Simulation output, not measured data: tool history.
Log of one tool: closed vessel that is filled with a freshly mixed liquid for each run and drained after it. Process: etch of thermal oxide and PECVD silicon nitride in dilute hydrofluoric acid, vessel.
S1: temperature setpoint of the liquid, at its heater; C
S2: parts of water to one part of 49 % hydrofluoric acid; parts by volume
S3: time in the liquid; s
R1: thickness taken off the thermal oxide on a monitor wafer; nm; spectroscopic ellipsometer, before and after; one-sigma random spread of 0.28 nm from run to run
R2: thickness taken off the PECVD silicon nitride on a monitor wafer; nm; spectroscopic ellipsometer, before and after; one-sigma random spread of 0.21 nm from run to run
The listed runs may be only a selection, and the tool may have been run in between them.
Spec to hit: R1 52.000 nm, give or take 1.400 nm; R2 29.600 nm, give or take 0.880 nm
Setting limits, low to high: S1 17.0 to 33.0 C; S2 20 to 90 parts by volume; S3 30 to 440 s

Run 1, hour 0.0: S1 25.0 C, S2 50 parts by volume, S3 225 s. Result: R1 23.788 nm, R2 12.148 nm.
Run 2, hour 2.0: S1 25.0 C, S2 60 parts by volume, S3 225 s. Result: R1 19.355 nm, R2 10.301 nm.
Run 3, hour 8.1: S1 27.5 C, S2 60 parts by volume, S3 225 s. Result: R1 21.286 nm, R2 12.067 nm.
Run 4, hour 14.3: S1 28.5 C, S2 50 parts by volume, S3 225 s. Result: R1 26.922 nm, R2 15.495 nm.
Run 5, hour 20.6: S1 28.5 C, S2 40 parts by volume, S3 225 s. Result: R1 34.724 nm, R2 19.214 nm.
Run 6, hour 25.3: S1 28.5 C, S2 55 parts by volume, S3 225 s. Result: R1 24.515 nm, R2 14.071 nm.
At hour 26.4: thermometer replaced.
Run 7, hour 26.4: S1 29.0 C, S2 45 parts by volume, S3 225 s. Result: R1 32.717 nm, R2 19.236 nm.
Run 8, hour 32.2: S1 29.0 C, S2 40 parts by volume, S3 225 s. Result: R1 36.648 nm, R2 21.645 nm.
Run 9, hour 38.7: S1 29.0 C, S2 35 parts by volume, S3 225 s. Result: R1 42.638 nm, R2 24.628 nm.
Run 10, hour 43.1: S1 29.0 C, S2 30 parts by volume, S3 225 s. Result: R1 50.197 nm, R2 28.582 nm.

4 candidate next runs follow, results not yet known. Just one meets every target within its allowed miss. Identify it.
Run A, hour 47.5: S1 28.5 C, S2 30 parts by volume, S3 240 s. Result: R1 ?, R2 ?.
Run B, hour 47.5: S1 29.5 C, S2 30 parts by volume, S3 215 s. Result: R1 ?, R2 ?.
Run C, hour 47.5: S1 28.0 C, S2 35 parts by volume, S3 260 s. Result: R1 ?, R2 ?.
Run D, hour 47.5: S1 28.5 C, S2 35 parts by volume, S3 260 s. Result: R1 ?, R2 ?.

move      R1      R2
   A  52.148  29.778
   B  48.638  28.489
   C  47.098  26.861
   D  48.058  27.761
A: every result within its allowed miss
B: moves away from the targets compared with the last run
C: moves away from the targets compared with the last run
D: moves away from the targets compared with the last run
Move A is the one to make.
